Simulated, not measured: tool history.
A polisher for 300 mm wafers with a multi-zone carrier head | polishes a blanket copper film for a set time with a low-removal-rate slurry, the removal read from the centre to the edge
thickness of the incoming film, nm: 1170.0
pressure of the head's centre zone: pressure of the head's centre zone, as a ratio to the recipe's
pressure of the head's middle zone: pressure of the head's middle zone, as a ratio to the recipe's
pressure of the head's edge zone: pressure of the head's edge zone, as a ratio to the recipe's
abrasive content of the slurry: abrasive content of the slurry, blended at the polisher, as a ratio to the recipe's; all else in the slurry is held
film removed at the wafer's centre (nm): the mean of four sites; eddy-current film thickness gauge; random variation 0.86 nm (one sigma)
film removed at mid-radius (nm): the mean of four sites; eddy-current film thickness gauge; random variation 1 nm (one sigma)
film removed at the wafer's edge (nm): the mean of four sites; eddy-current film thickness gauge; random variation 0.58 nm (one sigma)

run	hour	flow of slurry (ml/min)	pressure of the head's centre zone	pressure of the head's middle zone	pressure of the head's edge zone	abrasive content of the slurry	polishing time (s)	film removed at the wafer's centre (nm)	film removed at mid-radius (nm)	film removed at the wafer's edge (nm)
1	0	155	1	1	1	1	59	141.17	143.64	147.08
2	1.2	145	0.96	1	0.97	0.85	51	112.21	116.59	121.08
3	7.4	145	0.96	1	0.97	0.85	39	89.426	89.955	92.907
4	15.9	145	0.96	0.92	0.97	0.85	39	88.359	83.027	91.771
5	22.6	145	0.91	0.92	0.97	0.85	39	82.248	84.636	92.514
6	26.7	145	0.91	0.92	0.97	0.85	52	106.54	110.49	122.3
7	31.2	145	0.88	0.95	0.94	0.8	46	91.403	100.06	105.53
8	36.3	140	0.86	0.97	0.92	0.75	42	82.231	91.556	94.787

The next listed run, before its measurement:
9	39.9	135	0.85	1	0.92	0.7	40	?	?	?

Run 9 gave film removed at the wafer's centre (nm) 75.668, film removed at mid-radius (nm) 88.237, film removed at the wafer's edge (nm) 88.282.
